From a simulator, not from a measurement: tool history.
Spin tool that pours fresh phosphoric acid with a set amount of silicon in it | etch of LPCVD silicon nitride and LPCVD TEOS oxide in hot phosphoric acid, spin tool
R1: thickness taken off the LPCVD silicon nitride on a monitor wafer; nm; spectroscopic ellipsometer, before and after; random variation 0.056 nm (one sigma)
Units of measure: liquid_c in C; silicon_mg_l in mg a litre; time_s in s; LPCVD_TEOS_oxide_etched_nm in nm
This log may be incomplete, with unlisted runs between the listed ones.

run 1 day=0.000 | liquid_c=159.0 silicon_mg_l=13.0 time_s=125 | R1=10.4940 LPCVD_TEOS_oxide_etched_nm=0.31393
run 2 day=0.271 | liquid_c=159.5 silicon_mg_l=14.5 time_s=130 | R1=11.0580 LPCVD_TEOS_oxide_etched_nm=0.33783
run 3 day=0.350 | liquid_c=161.0 silicon_mg_l=14.5 time_s=130 | R1=11.6630 LPCVD_TEOS_oxide_etched_nm=0.38365
run 4 day=0.542 | liquid_c=161.0 silicon_mg_l=14.5 time_s=110 | R1=9.8006 LPCVD_TEOS_oxide_etched_nm=0.29531
run 5 day=0.875 | liquid_c=161.0 silicon_mg_l=16.0 time_s=115 | R1=10.2970 LPCVD_TEOS_oxide_etched_nm=0.36040
run 6 day=0.958 | liquid_c=161.0 silicon_mg_l=16.0 time_s=155 | R1=13.8780 LPCVD_TEOS_oxide_etched_nm=0.42776
run 7 day=1.308 | liquid_c=161.0 silicon_mg_l=17.0 time_s=160 | R1=14.3830 LPCVD_TEOS_oxide_etched_nm=0.51732
run 8 day=1.604 | liquid_c=161.0 silicon_mg_l=15.0 time_s=160 | R1=14.3400 LPCVD_TEOS_oxide_etched_nm=0.57527
run 9 day=1.638 | liquid_c=161.0 silicon_mg_l=16.5 time_s=160 | R1=14.2540 LPCVD_TEOS_oxide_etched_nm=0.46587
run 10 day=1.783 | liquid_c=161.0 silicon_mg_l=17.5 time_s=165 | R1=14.8430 LPCVD_TEOS_oxide_etched_nm=0.41532
run 11 day=2.071 | liquid_c=161.0 silicon_mg_l=18.0 time_s=165 | R1=14.8100 LPCVD_TEOS_oxide_etched_nm=0.37337
run 12 day=2.417 | liquid_c=161.0 silicon_mg_l=18.5 time_s=165 | R1=14.7960 LPCVD_TEOS_oxide_etched_nm=0.43356
run 13 day=2.533 | liquid_c=161.0 silicon_mg_l=19.0 time_s=165 | R1=14.7640 LPCVD_TEOS_oxide_etched_nm=0.42879
run 14 day=2.825 | liquid_c=161.0 silicon_mg_l=19.5 time_s=165 | R1=14.8120 LPCVD_TEOS_oxide_etched_nm=0.34208
run 15 day=3.154 | liquid_c=162.0 silicon_mg_l=21.0 time_s=170 | R1=15.6940 LPCVD_TEOS_oxide_etched_nm=0.48340
run 16 day=3.371 | liquid_c=162.0 silicon_mg_l=21.5 time_s=170 | R1=15.7410 LPCVD_TEOS_oxide_etched_nm=0.45699
run 17 day=3.408 | liquid_c=162.0 silicon_mg_l=22.0 time_s=170 | R1=15.6240 LPCVD_TEOS_oxide_etched_nm=0.40883
run 18 day=3.633 | liquid_c=162.0 silicon_mg_l=22.5 time_s=170 | R1=15.7830 LPCVD_TEOS_oxide_etched_nm=0.41791

Run 19, settings as shown, results not yet in. Your forecast:
run 19 day=3.971 | liquid_c=162.0 silicon_mg_l=23.0 time_s=170 | R1=? LPCVD_TEOS_oxide_etched_nm=?

R1: 15.6830 nm
LPCVD_TEOS_oxide_etched_nm: 0.41877 nm
